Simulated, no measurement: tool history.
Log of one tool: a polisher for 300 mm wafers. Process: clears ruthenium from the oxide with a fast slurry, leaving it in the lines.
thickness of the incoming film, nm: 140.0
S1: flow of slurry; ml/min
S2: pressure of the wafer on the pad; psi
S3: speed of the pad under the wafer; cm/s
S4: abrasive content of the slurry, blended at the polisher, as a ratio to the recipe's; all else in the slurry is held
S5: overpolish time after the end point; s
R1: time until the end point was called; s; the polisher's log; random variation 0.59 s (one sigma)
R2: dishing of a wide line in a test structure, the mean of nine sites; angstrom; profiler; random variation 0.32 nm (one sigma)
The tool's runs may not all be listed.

run  hour   S1   S2   S3  S4  S5      R1      R2
  1     0  140  2.7  128   1  15  26.012   614.4
  2   5.1  140  2.6  126   1  14  27.051  555.24
  3   9.6  140  2.6  126   1  11  25.837  440.53
  4  13.1  140  2.5  126   1  10  28.134   416.7
  5  20.5  140  2.5  100   1  10  35.275  333.11
     22.8  -- worn pad replaced by a new one
  6  22.8  155  2.5  100   1  10  31.137  356.68
  7  24.5  195  1.8   96   1   4  39.241  117.33
  8  25.4  190  1.9   96   1   4  37.921  122.55
  9  33.1  190  1.9   96   1   4  38.591  125.05
 10  39.6  185    2   96   1   4   37.26  124.28
 11  44.1  175  2.1   96   1   4  35.816  128.13
 12  50.8  170  2.2   96   1   4  35.028  134.85
 13  57.2  165  2.3   96   1   4  33.446  136.56
 14  59.6  160  2.3   98   1   4  32.388  141.34
 15  63.1  160  2.2   98   1  11  35.069   352.2
 16  65.9  165  2.2   98   1  11  33.028   355.1

Run 17 comes next. What will it give?
 17  67.6  170  2.2  100  0.95  11   ?   ?

R1: 34.155 s
R2: 346.34 angstrom

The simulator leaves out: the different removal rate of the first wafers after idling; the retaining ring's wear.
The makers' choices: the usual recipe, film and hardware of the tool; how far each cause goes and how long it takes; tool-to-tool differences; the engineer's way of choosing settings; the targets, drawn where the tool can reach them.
